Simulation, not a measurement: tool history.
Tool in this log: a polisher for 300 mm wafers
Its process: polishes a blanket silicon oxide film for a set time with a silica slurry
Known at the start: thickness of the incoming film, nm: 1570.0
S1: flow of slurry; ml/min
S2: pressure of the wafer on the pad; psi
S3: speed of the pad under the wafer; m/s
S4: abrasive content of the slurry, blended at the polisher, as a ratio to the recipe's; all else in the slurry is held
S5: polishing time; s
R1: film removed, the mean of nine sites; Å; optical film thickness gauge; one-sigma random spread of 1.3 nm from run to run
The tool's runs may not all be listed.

run,day,S1,S2,S3,S4,S5,R1
1,0.000,120,4.4,1.24,1.00,111,3623.0
2,0.050,115,4.0,1.22,1.00,111,3248.4
3,0.275,115,4.0,1.22,1.15,111,3540.5
4,0.412,110,3.7,1.18,1.15,111,3118.9
5,0.612,110,3.2,1.18,1.15,111,2747.3
6,0.808,110,3.2,1.04,1.15,111,2499.6
7,0.971,105,3.1,1.04,1.15,111,2387.9
8,1.308,100,3.0,1.04,1.15,111,2264.2
9,1.433,95,3.0,1.04,1.15,111,2234.8

For run 10, what comes out?
10,1.767,75,2.3,1.04,1.15,111,?

{"run 10": {"R1": 1619.2}}

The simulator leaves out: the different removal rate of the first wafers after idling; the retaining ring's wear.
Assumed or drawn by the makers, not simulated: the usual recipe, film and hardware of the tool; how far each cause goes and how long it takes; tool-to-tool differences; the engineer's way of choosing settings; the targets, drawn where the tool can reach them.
